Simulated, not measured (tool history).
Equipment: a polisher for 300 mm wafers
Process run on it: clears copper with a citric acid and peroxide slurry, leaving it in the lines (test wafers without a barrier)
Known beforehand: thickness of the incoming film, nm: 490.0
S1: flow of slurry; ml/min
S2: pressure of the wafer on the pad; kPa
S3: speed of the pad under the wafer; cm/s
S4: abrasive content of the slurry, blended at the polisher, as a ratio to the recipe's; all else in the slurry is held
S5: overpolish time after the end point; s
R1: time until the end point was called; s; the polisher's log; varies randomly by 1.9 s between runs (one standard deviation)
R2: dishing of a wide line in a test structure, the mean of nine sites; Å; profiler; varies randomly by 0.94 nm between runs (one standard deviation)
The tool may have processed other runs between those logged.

{"run": 1, "hour": 0.0, "S1": 165, "S2": 24.8, "S3": 142, "S4": 1, "S5": 9, "R1": 150, "R2": 224.89}
{"run": 2, "hour": 3.5, "S1": 165, "S2": 25.5, "S3": 142, "S4": 1, "S5": 9, "R1": 143.13, "R2": 229.04}
{"run": 3, "hour": 10.4, "S1": 165, "S2": 25.5, "S3": 142, "S4": 0.85, "S5": 9, "R1": 150.2, "R2": 217.27}
{"run": 4, "hour": 17.5, "S1": 195, "S2": 25.5, "S3": 142, "S4": 0.85, "S5": 9, "R1": 146.8, "R2": 222.87}
{"run": 5, "hour": 22.4, "S1": 155, "S2": 25.5, "S3": 142, "S4": 0.85, "S5": 9, "R1": 156.13, "R2": 227.8}
{"run": 6, "hour": 30.7, "S1": 155, "S2": 25.5, "S3": 142, "S4": 0.65, "S5": 9, "R1": 162.28, "R2": 201.55}

Forecast run 7:
{"run": 7, "hour": 32.8, "S1": 170, "S2": 32.4, "S3": 146, "S4": 0.9, "S5": 13, "R1": "?", "R2": "?"}

Run 7 came out at R1 114.19 s, R2 404.26 Å.
